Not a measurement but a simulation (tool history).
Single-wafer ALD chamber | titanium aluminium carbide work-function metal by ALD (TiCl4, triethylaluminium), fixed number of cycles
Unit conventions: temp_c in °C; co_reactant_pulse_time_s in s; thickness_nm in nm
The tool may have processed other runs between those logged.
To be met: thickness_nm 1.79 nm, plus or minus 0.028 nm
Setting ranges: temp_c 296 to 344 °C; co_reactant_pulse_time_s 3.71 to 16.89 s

| run | hour | temp_c | co_reactant_pulse_time_s | thickness_nm |
|---|---|---|---|---|
| 1 | 0 | 320 | 10.3 | 2.2112 |
| 2 | 4.3 | 317 | 9.53 | 2.1644 |
| 3 | 11.1 | 321 | 9.53 | 2.1977 |
| 4 | 16.5 | 328 | 9.53 | 2.2846 |
| 5 | 22.2 | 328 | 10.79 | 2.3279 |
| 6 | 29 | 328 | 9.42 | 2.2947 |
| 7 | 34.5 | 324 | 8.75 | 2.2163 |
| 8 | 36.4 | 312 | 5.45 | 1.9236 |
| 9 | 39.8 | 311 | 5.4 | 1.935 |
| 10 | 45.6 | 310 | 5.33 | 1.9068 |
| 11 | 51.1 | 309 | 5.28 | 1.8786 |
| 12 | 56.9 | 308 | 5.25 | 1.8946 |
| 13 | 61 | 307 | 5.19 | 1.8716 |
| 14 | 68.8 | 306 | 5.15 | 1.8547 |
| 15 | 71.7 | 305 | 5.12 | 1.8407 |
| 16 | 72.6 | 299 | 4.55 | 1.7492 |
| 17 | 79.5 | 299 | 4.57 | 1.7324 |
| 18 | 84 | 299 | 4.59 | 1.7461 |
| 19 | 89.6 | 299 | 4.61 | 1.737 |
| 20 | 92.6 | 299 | 4.63 | 1.7386 |
| 21 | 97 | 299 | 4.65 | 1.7539 |
| 22 | 100.6 | 299 | 4.66 | 1.7547 |
| 23 | 102.4 | 299 | 4.67 | 1.7369 |
| 24 | 104.6 | 306 | 5.35 | 1.865 |
| 25 | 112.6 | 306 | 5.35 | 1.8659 |
| 26 | 118 | 305 | 5.32 | 1.8641 |
| 27 | 124.2 | 304 | 5.29 | 1.8587 |
| 28 | 130.3 | 296 | 4.13 | 1.6687 |
| 29 | 138.9 | 297 | 4.16 | 1.6791 |

Which of these 5 next moves meets every target?
| A | 147.5 | 297 | 5.38 | ? |
| B | 147.5 | 296 | 3.79 | ? |
| C | 147.5 | 304 | 5.5 | ? |
| D | 147.5 | 296 | 3.83 | ? |
| E | 147.5 | 306 | 3.71 | ? |

| move | thickness_nm |
|---|---|
| A | 1.7763 |
| B | 1.6229 |
| C | 1.8483 |
| D | 1.6275 |
| E | 1.6962 |
A: each result inside its tolerance
B: misses by more than the last run did
C: carries the result that was furthest off beyond its target, to the other side
D: misses by more than the last run did
E: nearer the targets than the last run, but a result is still out of spec
A meets every target.

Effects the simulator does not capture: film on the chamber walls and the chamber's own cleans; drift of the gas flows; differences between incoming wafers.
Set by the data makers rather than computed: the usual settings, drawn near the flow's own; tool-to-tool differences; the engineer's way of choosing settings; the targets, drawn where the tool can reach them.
